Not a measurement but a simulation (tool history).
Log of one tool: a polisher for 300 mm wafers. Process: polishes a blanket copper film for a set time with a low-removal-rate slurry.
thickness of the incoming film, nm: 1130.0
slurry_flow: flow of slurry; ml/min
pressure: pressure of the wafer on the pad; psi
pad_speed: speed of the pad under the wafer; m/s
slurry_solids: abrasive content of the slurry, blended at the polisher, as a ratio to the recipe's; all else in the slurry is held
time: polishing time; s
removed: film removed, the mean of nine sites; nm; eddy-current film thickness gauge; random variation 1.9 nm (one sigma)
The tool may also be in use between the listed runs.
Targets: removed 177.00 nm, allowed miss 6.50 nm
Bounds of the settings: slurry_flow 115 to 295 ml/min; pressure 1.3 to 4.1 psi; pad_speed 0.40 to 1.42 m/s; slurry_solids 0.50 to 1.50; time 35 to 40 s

| run | hour | slurry_flow | pressure | pad_speed | slurry_solids | time | removed |
|---|---|---|---|---|---|---|---|
| 1 | 0.0 | 190 | 2.7 | 0.90 | 1.00 | 40 | 115.49 |
| 2 | 2.7 | 190 | 2.7 | 0.90 | 1.10 | 40 | 116.23 |
| 3 | 10.8 | 190 | 2.7 | 0.98 | 1.10 | 40 | 126.92 |
| 4 | 19.2 | 190 | 2.7 | 0.98 | 0.95 | 40 | 124.54 |
| 5 | 21.4 | 230 | 2.7 | 0.98 | 0.95 | 40 | 125.32 |
| 6 | 26.8 | 230 | 2.7 | 0.98 | 0.95 | 35 | 112.85 |
| 7 | 31.9 | 230 | 2.9 | 0.98 | 0.95 | 35 | 118.99 |
| 8 | 35.1 | 230 | 3.1 | 1.00 | 0.95 | 35 | 127.84 |
| 9 | 37.9 | 235 | 3.8 | 1.02 | 0.95 | 35 | 162.47 |
| 10 | 41.7 | 235 | 3.8 | 1.02 | 0.95 | 35 | 161.16 |
| 11 | 43.4 | 235 | 3.9 | 1.02 | 0.95 | 35 | 163.49 |

Which of these 4 next moves meets every target?
| A | 45.1 | 205 | 4.0 | 0.86 | 0.90 | 39 | ? |
| B | 45.1 | 225 | 4.1 | 1.02 | 0.80 | 37 | ? |
| C | 45.1 | 205 | 4.1 | 0.90 | 1.05 | 35 | ? |
| D | 45.1 | 250 | 3.4 | 0.96 | 1.10 | 40 | ? |

| move | removed |
|---|---|
| A | 156.93 |
| B | 178.02 |
| C | 155.00 |
| D | 161.43 |
A: further off than the last run
B: meets every target
C: further off than the last run
D: further off than the last run
Answer: B
